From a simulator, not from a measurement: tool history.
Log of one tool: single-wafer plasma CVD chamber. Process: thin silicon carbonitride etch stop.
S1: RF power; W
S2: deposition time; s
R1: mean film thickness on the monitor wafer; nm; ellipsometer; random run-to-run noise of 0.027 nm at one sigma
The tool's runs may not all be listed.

run	hour	S1	S2	R1
1	0	210	18.1	9.8266
2	7.2	185	18.1	9.5125
3	13	210	18.7	10.161
4	18.5	210	20.4	11.104
5	26.7	185	20.4	10.692
6	33.8	175	20.4	10.504
7	36.8	195	20.5	10.907

Run 8, settings as shown, results not yet in. Your forecast:
8	38.6	205	20.6	?

For run 8 the tool returned R1 11.106 nm.
